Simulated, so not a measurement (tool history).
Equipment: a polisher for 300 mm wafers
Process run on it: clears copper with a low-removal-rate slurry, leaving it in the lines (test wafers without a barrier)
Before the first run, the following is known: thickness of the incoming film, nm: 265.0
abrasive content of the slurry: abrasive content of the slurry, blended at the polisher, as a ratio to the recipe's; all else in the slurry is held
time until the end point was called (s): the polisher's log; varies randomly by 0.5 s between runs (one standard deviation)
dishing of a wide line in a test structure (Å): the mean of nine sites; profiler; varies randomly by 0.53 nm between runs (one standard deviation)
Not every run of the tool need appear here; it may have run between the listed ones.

run	day	flow of slurry (ml/min)	pressure of the wafer on the pad (psi)	speed of the pad under the wafer (cm/s)	abrasive content of the slurry	overpolish time after the end point (s)	time until the end point was called (s)	dishing of a wide line in a test structure (Å)
1	0	245	2.5	126	1	21	74.624	259.25
2	0.1	245	1.9	126	1	21	95.769	245.23
3	0.429	245	2.4	128	1	21	73.97	266.27
4	0.788	245	2.4	140	1	21	69.023	267
5	1.129	245	2.4	140	1	16	70.959	241.59
6	1.162	245	2.7	140	1	17	62.484	251.44
7	1.225	245	3.4	144	1	23	49.8	290.44

Run 8 comes next. What will it give?
8	1.479	245	3.5	144	1	23	?	?

time until the end point was called (s): 48.713
dishing of a wide line in a test structure (Å): 290.84

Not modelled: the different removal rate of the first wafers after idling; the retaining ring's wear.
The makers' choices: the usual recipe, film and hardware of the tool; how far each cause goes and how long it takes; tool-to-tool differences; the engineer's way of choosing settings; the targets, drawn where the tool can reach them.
